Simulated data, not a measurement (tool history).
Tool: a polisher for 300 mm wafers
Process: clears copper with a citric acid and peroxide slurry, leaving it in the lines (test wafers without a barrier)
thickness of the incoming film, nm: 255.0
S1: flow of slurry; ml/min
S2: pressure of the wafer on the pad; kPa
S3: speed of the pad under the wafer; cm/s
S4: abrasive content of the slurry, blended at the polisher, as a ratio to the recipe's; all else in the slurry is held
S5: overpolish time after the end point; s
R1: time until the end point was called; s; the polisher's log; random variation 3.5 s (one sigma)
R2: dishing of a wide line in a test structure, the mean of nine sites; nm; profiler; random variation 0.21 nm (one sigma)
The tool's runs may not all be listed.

{"run": 1, "hour": 0.0, "S1": 180, "S2": 20.0, "S3": 90, "S4": 1.0, "S5": 23, "R1": 165.45, "R2": 26.478}
{"run": 2, "hour": 6.4, "S1": 180, "S2": 17.9, "S3": 90, "S4": 1.0, "S5": 22, "R1": 193.36, "R2": 22.366}
{"run": 3, "hour": 7.9, "S1": 140, "S2": 17.9, "S3": 90, "S4": 1.0, "S5": 22, "R1": 196.78, "R2": 21.964}
{"run": 4, "hour": 12.1, "S1": 140, "S2": 20.7, "S3": 90, "S4": 1.0, "S5": 22, "R1": 174.97, "R2": 24.737}
{"run": 5, "hour": 16.5, "S1": 140, "S2": 19.3, "S3": 90, "S4": 1.0, "S5": 22, "R1": 184.02, "R2": 22.933}
{"run": 6, "hour": 21.7, "S1": 140, "S2": 17.9, "S3": 90, "S4": 1.0, "S5": 22, "R1": 199.14, "R2": 21.769}
{"run": 7, "hour": 24.6, "S1": 140, "S2": 17.2, "S3": 90, "S4": 1.0, "S5": 22, "R1": 210.75, "R2": 21.183}
{"run": 8, "hour": 27.9, "S1": 145, "S2": 16.5, "S3": 90, "S4": 1.0, "S5": 21, "R1": 217.36, "R2": 20.037}

Run 9 comes next. What will it give?
{"run": 9, "hour": 29.5, "S1": 145, "S2": 15.9, "S3": 90, "S4": 1.0, "S5": 20, "R1": "?", "R2": "?"}

R1: 222.47 s
R2: 17.989 nm

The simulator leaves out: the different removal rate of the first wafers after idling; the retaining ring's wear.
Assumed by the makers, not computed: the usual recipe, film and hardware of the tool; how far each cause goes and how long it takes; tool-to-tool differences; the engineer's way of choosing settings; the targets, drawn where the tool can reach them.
